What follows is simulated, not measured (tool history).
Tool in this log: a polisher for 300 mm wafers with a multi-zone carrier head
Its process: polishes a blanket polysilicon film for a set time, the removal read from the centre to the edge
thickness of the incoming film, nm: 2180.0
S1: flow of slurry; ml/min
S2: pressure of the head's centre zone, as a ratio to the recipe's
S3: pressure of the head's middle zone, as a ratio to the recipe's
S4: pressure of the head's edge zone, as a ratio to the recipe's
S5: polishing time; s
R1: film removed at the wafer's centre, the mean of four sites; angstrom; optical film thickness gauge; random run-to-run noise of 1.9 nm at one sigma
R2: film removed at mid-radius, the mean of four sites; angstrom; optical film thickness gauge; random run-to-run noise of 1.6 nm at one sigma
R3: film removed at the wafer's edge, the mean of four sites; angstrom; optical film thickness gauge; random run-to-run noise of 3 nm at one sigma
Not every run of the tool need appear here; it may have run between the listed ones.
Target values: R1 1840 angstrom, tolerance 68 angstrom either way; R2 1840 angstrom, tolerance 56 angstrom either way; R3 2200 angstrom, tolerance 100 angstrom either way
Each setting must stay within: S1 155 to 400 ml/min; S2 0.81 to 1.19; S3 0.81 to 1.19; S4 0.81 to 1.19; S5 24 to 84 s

run 1 hour=0 | S1=255 S2=1 S3=1 S4=1 S5=54 | R1=3536.9 R2=3531.8 R3=3607
run 2 hour=6.3 | S1=315 S2=1 S3=1 S4=1 S5=54 | R1=3573.5 R2=3611.3 R3=3625.1
run 3 hour=15.1 | S1=345 S2=1 S3=1 S4=1 S5=54 | R1=3570.6 R2=3684.1 R3=3604.1
run 4 hour=22.8 | S1=335 S2=0.97 S3=0.96 S4=1 S5=48 | R1=3129.8 R2=3128.1 R3=3249.9
run 5 hour=24.6 | S1=335 S2=0.97 S3=1.01 S4=1 S5=48 | R1=3130.5 R2=3324.7 R3=3147.9
run 6 hour=29.6 | S1=335 S2=0.97 S3=1.06 S4=1 S5=48 | R1=3068.1 R2=3416.1 R3=3251.1
run 7 hour=30.9 | S1=320 S2=0.94 S3=1.01 S4=1.03 S5=43 | R1=2684.4 R2=2916.6 R3=2949.1
run 8 hour=34.7 | S1=315 S2=0.92 S3=0.97 S4=1.03 S5=39 | R1=2390.5 R2=2544.8 R3=2608.7
run 9 hour=39.1 | S1=315 S2=0.92 S3=0.97 S4=1.03 S5=39 | R1=2391.9 R2=2580.1 R3=2701.2
run 10 hour=46.7 | S1=305 S2=0.9 S3=0.93 S4=1.02 S5=37 | R1=2208.6 R2=2391.7 R3=2506.4
run 11 hour=54.7 | S1=295 S2=0.9 S3=0.9 S4=1.03 S5=36 | R1=2166.8 R2=2201.5 R3=2432.1
run 12 hour=62.6 | S1=295 S2=0.9 S3=0.9 S4=1.03 S5=36 | R1=2136.8 R2=2208 R3=2484.7
run 13 hour=64.6 | S1=285 S2=0.89 S3=0.88 S4=1.02 S5=35 | R1=2041 R2=2122.6 R3=2322.3
-- hour=73 worn pad replaced by a new one
run 14 hour=73 | S1=235 S2=0.88 S3=0.81 S4=1.12 S5=31 | R1=1874.2 R2=1797.4 R3=2301.1
run 15 hour=80.2 | S1=235 S2=0.88 S3=0.82 S4=1.11 S5=31 | R1=1896.2 R2=1873.6 R3=2291.4

Which of these 5 next moves meets every target?
run A hour=87.4 | S1=175 S2=0.92 S3=0.88 S4=1.12 S5=31 | R1=? R2=? R3=?
run B hour=87.4 | S1=230 S2=0.9 S3=0.85 S4=1.12 S5=32 | R1=? R2=? R3=?
run C hour=87.4 | S1=230 S2=0.94 S3=0.82 S4=1.09 S5=31 | R1=? R2=? R3=?
run D hour=87.4 | S1=230 S2=0.94 S3=0.85 S4=1.02 S5=31 | R1=? R2=? R3=?
run E hour=87.4 | S1=170 S2=0.83 S3=0.81 S4=1.11 S5=33 | R1=? R2=? R3=?

move=A R1=1819.7 R2=1866.5 R3=2209.2
move=B R1=1936.1 R2=1959.7 R3=2359
move=C R1=1953.4 R2=1843.1 R3=2254.9
move=D R1=1953.8 R2=1898.4 R3=2181.1
move=E R1=1746.6 R2=1846.4 R3=2333.4
A: hits every target within its allowed miss
B: its largest miss is bigger than the last run's
C: gets the furthest-off result to its target, but another result is out of tolerance
D: gets the furthest-off result to its target, but another result is out of tolerance
E: its largest miss is bigger than the last run's
Correct choice: A, which meets every target
